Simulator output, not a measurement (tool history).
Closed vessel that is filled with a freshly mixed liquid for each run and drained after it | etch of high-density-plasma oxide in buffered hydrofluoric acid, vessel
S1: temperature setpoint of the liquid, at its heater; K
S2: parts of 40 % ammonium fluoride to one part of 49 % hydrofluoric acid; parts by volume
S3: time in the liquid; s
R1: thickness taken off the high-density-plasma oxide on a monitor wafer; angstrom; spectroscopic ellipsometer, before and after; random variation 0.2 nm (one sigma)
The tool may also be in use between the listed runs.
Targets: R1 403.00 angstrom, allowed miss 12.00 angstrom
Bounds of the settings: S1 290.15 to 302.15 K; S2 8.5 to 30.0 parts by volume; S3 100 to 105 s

{"run": 1, "day": 0.0, "S1": 294.15, "S2": 23.5, "S3": 100, "R1": 554.55}
{"run": 2, "day": 0.329, "S1": 294.15, "S2": 23.5, "S3": 105, "R1": 578.83}
{"run": 3, "day": 0.404, "S1": 292.15, "S2": 23.5, "S3": 105, "R1": 518.85}
{"run": 4, "day": 0.762, "S1": 294.15, "S2": 23.5, "S3": 105, "R1": 576.76}
{"run": 5, "day": 0.9, "S1": 295.65, "S2": 23.5, "S3": 105, "R1": 626.54}
{"run": 6, "day": 0.967, "S1": 298.65, "S2": 23.5, "S3": 105, "R1": 740.26}
{"run": 7, "day": 1.204, "S1": 294.65, "S2": 29.5, "S3": 105, "R1": 510.76}
{"run": 8, "day": 1.3, "S1": 293.15, "S2": 29.5, "S3": 105, "R1": 459.6}

5 next moves are on the table. One of them brings every result within its allowed miss. Which?
{"run": "A", "day": 1.396, "S1": 291.65, "S2": 26.5, "S3": 100, "R1": "?"}
{"run": "B", "day": 1.396, "S1": 297.65, "S2": 30.0, "S3": 100, "R1": "?"}
{"run": "C", "day": 1.396, "S1": 292.65, "S2": 30.0, "S3": 100, "R1": "?"}
{"run": "D", "day": 1.396, "S1": 291.65, "S2": 28.5, "S3": 105, "R1": "?"}
{"run": "E", "day": 1.396, "S1": 291.65, "S2": 30.0, "S3": 100, "R1": "?"}

move=A R1=440.52
move=B R1=565.31
move=C R1=427.86
move=D R1=439.82
move=E R1=404.26
A: nearer than the last run, and not there yet
B: further off than the last run
C: nearer than the last run, and not there yet
D: nearer than the last run, and not there yet
E: meets every target
Move E is the one to make.

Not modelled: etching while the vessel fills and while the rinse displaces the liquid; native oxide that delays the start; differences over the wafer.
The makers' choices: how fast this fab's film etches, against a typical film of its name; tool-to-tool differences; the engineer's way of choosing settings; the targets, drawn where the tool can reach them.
